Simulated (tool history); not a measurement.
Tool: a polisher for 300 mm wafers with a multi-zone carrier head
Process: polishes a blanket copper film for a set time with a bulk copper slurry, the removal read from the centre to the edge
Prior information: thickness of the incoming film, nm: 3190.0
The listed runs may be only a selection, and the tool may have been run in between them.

| run | day | flow of slurry (ml/min) | pressure of the head's centre zone | pressure of the head's middle zone | pressure of the head's edge zone | abrasive content of the slurry | polishing time (s) | film removed at the wafer's centre (angstrom) | film removed at mid-radius (angstrom) | film removed at the wafer's edge (angstrom) |
|---|---|---|---|---|---|---|---|---|---|---|
| 1 | 0 | 185 | 1 | 1 | 1 | 1 | 37 | 2195.1 | 2323.5 | 2346.7 |
| 2 | 0.279 | 150 | 1 | 1 | 1 | 1 | 37 | 2051.7 | 2228.8 | 2262.3 |
| 3 | 0.608 | 150 | 1.01 | 1 | 0.95 | 0.85 | 33 | 1778.9 | 1908.8 | 1887.6 |
| 4 | 0.858 | 150 | 1.01 | 1 | 0.91 | 0.85 | 33 | 1795.8 | 1913.8 | 1874.4 |
| 5 | 1.083 | 150 | 1.08 | 1 | 0.91 | 0.85 | 33 | 1936.8 | 1937.5 | 1858.8 |
| 6 | 1.358 | 150 | 1.07 | 1.01 | 0.89 | 0.75 | 30 | 1694.7 | 1731.3 | 1618.3 |
| 7 | 1.417 | 150 | 1.06 | 1.01 | 0.88 | 0.65 | 29 | 1593.3 | 1620.2 | 1539.7 |
| 8 | 1.508 | 145 | 1.06 | 1.02 | 0.86 | 0.6 | 28 | 1503.9 | 1561.7 | 1404.8 |
|  | 1.838 | centre zone pressure recalibrated |
| 9 | 1.838 | 140 | 1.05 | 1.01 | 0.85 | 0.55 | 28 | 1538.9 | 1501.4 | 1403.5 |

Run 10, settings as shown, results not yet in. Your forecast:
| 10 | 2.071 | 140 | 1.03 | 1.02 | 0.85 | 0.55 | 27 | ? | ? | ? |

{"run 10": {"film removed at the wafer's centre (angstrom)": 1490.6, "film removed at mid-radius (angstrom)": 1462.7, "film removed at the wafer's edge (angstrom)": 1385.9}}
